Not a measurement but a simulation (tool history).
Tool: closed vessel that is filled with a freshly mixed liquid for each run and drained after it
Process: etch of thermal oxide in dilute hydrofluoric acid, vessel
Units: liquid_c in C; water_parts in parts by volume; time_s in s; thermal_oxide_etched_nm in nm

{"run": 1, "hour": 0.0, "liquid_c": 25, "water_parts": 285, "time_s": 710, "thermal_oxide_etched_nm": 9.2619}
{"run": 2, "hour": 1.8, "liquid_c": 25, "water_parts": 285, "time_s": 545, "thermal_oxide_etched_nm": 7.1627}
{"run": 3, "hour": 7.4, "liquid_c": 25, "water_parts": 240, "time_s": 545, "thermal_oxide_etched_nm": 8.8477}
{"run": 4, "hour": 11.9, "liquid_c": 25, "water_parts": 300, "time_s": 545, "thermal_oxide_etched_nm": 6.6833}
{"run": 5, "hour": 13.8, "liquid_c": 25, "water_parts": 360, "time_s": 545, "thermal_oxide_etched_nm": 5.2552}
{"run": 6, "hour": 23.4, "liquid_c": 25, "water_parts": 440, "time_s": 545, "thermal_oxide_etched_nm": 3.9884}
{"run": 7, "hour": 30.3, "liquid_c": 25, "water_parts": 440, "time_s": 545, "thermal_oxide_etched_nm": 3.9969}
{"run": 8, "hour": 38.6, "liquid_c": 26, "water_parts": 415, "time_s": 545, "thermal_oxide_etched_nm": 4.477}
{"run": 9, "hour": 42.8, "liquid_c": 27, "water_parts": 395, "time_s": 545, "thermal_oxide_etched_nm": 4.9433}

Forecast run 10:
{"run": 10, "hour": 48.2, "liquid_c": 28, "water_parts": 375, "time_s": 545, "thermal_oxide_etched_nm": "?"}

{"run 10": {"thermal_oxide_etched_nm": 5.4867}}

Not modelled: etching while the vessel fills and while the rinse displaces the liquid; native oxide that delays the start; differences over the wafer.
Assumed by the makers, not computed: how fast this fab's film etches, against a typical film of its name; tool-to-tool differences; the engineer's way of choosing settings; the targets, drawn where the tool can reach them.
